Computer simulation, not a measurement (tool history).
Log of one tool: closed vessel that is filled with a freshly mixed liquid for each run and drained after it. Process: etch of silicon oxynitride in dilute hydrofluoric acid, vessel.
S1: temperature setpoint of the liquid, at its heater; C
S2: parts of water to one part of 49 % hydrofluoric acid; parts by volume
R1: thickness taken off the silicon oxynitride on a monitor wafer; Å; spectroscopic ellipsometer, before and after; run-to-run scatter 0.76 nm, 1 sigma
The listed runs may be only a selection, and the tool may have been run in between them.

run 1 day=0 | S1=23 S2=245 time_in_the_liquid_(s)=2995 | R1=440.69
run 2 day=0.279 | S1=23 S2=245 time_in_the_liquid_(s)=3205 | R1=477.26
run 3 day=0.425 | S1=23 S2=245 time_in_the_liquid_(s)=3205 | R1=477.25
run 4 day=0.708 | S1=23 S2=245 time_in_the_liquid_(s)=3205 | R1=480.61
-- day=1.05 thermometer replaced
run 5 day=1.05 | S1=23 S2=275 time_in_the_liquid_(s)=3205 | R1=392.52
run 6 day=1.238 | S1=23 S2=210 time_in_the_liquid_(s)=3205 | R1=531.44
run 7 day=1.608 | S1=25 S2=205 time_in_the_liquid_(s)=3205 | R1=595.91
run 8 day=2.017 | S1=26.5 S2=195 time_in_the_liquid_(s)=3205 | R1=674.69
run 9 day=2.35 | S1=27.5 S2=195 time_in_the_liquid_(s)=3205 | R1=702.2
run 10 day=2.688 | S1=28 S2=195 time_in_the_liquid_(s)=3205 | R1=725.96

Run 11 has not been measured yet. What should we expect?
run 11 day=2.771 | S1=28.5 S2=195 time_in_the_liquid_(s)=3205 | R1=?

R1: 743.23 Å
